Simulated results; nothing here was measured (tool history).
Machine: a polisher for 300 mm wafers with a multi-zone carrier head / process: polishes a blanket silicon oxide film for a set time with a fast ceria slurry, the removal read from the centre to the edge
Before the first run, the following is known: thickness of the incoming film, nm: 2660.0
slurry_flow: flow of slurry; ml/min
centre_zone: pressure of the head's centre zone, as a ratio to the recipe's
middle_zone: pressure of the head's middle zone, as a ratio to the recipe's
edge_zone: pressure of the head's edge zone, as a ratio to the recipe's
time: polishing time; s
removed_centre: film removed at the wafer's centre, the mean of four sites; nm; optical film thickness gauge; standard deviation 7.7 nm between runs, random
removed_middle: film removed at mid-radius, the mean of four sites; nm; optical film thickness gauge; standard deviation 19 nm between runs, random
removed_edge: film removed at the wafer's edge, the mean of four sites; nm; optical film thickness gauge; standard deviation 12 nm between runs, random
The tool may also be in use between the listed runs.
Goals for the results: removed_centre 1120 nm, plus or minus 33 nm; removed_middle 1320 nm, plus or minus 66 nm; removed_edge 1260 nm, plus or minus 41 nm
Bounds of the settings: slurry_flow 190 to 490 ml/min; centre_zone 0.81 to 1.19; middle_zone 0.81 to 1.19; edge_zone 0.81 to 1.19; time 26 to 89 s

run 1 day=0 | slurry_flow=315 centre_zone=1 middle_zone=1 edge_zone=1 time=57 | removed_centre=906.26 removed_middle=874.98 removed_edge=861.67
run 2 day=0.129 | slurry_flow=240 centre_zone=1 middle_zone=1 edge_zone=1 time=57 | removed_centre=889.84 removed_middle=840.57 removed_edge=852.23
run 3 day=0.338 | slurry_flow=245 centre_zone=0.99 middle_zone=1.02 edge_zone=1.02 time=60 | removed_centre=928.74 removed_middle=919.43 removed_edge=894.96
run 4 day=0.633 | slurry_flow=295 centre_zone=0.99 middle_zone=1.02 edge_zone=1.02 time=60 | removed_centre=933.23 removed_middle=948.39 removed_edge=923.31
run 5 day=0.662 | slurry_flow=305 centre_zone=0.99 middle_zone=1.03 edge_zone=1.05 time=62 | removed_centre=969.3 removed_middle=974.71 removed_edge=957.21
run 6 day=1.017 | slurry_flow=345 centre_zone=0.99 middle_zone=1.03 edge_zone=1.05 time=62 | removed_centre=974.97 removed_middle=972.08 removed_edge=974.83
run 7 day=1.067 | slurry_flow=350 centre_zone=0.98 middle_zone=1.05 edge_zone=1.06 time=64 | removed_centre=1001.2 removed_middle=1061.5 removed_edge=1003.7
run 8 day=1.412 | slurry_flow=355 centre_zone=0.97 middle_zone=1.05 edge_zone=1.08 time=66 | removed_centre=1032.1 removed_middle=1080.8 removed_edge=1035.9
run 9 day=1.667 | slurry_flow=360 centre_zone=0.95 middle_zone=1.05 edge_zone=1.1 time=68 | removed_centre=1036.2 removed_middle=1095.8 removed_edge=1061.5
run 10 day=1.746 | slurry_flow=370 centre_zone=0.94 middle_zone=1.06 edge_zone=1.11 time=70 | removed_centre=1052.1 removed_middle=1146.6 removed_edge=1117.8
run 11 day=1.946 | slurry_flow=375 centre_zone=0.94 middle_zone=1.07 edge_zone=1.12 time=71 | removed_centre=1063 removed_middle=1223.6 removed_edge=1143.6
run 12 day=2.158 | slurry_flow=385 centre_zone=0.93 middle_zone=1.05 edge_zone=1.19 time=75 | removed_centre=1125 removed_middle=1269.7 removed_edge=1244.2

Which one of the following 4 next-run settings gets every result inside its allowed miss? There is exactly one.
run A day=2.371 | slurry_flow=355 centre_zone=0.92 middle_zone=0.91 edge_zone=1.17 time=79 | removed_centre=? removed_middle=? removed_edge=?
run B day=2.371 | slurry_flow=445 centre_zone=0.91 middle_zone=0.96 edge_zone=1.19 time=78 | removed_centre=? removed_middle=? removed_edge=?
run C day=2.371 | slurry_flow=450 centre_zone=0.91 middle_zone=1.11 edge_zone=1.19 time=76 | removed_centre=? removed_middle=? removed_edge=?
run D day=2.371 | slurry_flow=340 centre_zone=0.95 middle_zone=0.95 edge_zone=1.19 time=74 | removed_centre=? removed_middle=? removed_edge=?

move=A removed_centre=1161.4 removed_middle=1157.5 removed_edge=1275.8
move=B removed_centre=1150.3 removed_middle=1210.2 removed_edge=1281
move=C removed_centre=1122.8 removed_middle=1334.5 removed_edge=1246.2
move=D removed_centre=1120.8 removed_middle=1120.8 removed_edge=1201.4
A: moves away from the targets compared with the last run
B: moves away from the targets compared with the last run
C: all results land within tolerance of their targets
D: moves away from the targets compared with the last run
The right move is C.
